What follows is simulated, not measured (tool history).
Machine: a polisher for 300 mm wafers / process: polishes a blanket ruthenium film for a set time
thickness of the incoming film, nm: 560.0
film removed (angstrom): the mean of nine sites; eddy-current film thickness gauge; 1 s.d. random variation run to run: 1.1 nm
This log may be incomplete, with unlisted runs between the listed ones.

run  hour  flow of slurry (ml/min)  pressure of the wafer on the pad (kPa)  speed of the pad under the wafer (cm/s)  polishing time (s)  film removed (angstrom)
  1   0.0                      250                                    15.2                                       82                  65                   587.72
  2   8.9                      250                                    15.9                                       82                  65                   626.80
  3  16.3                      250                                    19.3                                       82                  65                   746.77
  4  20.7                      250                                    19.3                                       62                  65                   609.06
  5  28.2                      250                                    17.9                                       62                  65                   575.67
  6  34.6                      250                                    18.6                                       62                  65                   579.65

The next listed run, before its measurement:
  7  42.6                      250                                    19.3                                       62                  65                        ?

{"run 7": {"film removed (angstrom)": 617.52}}
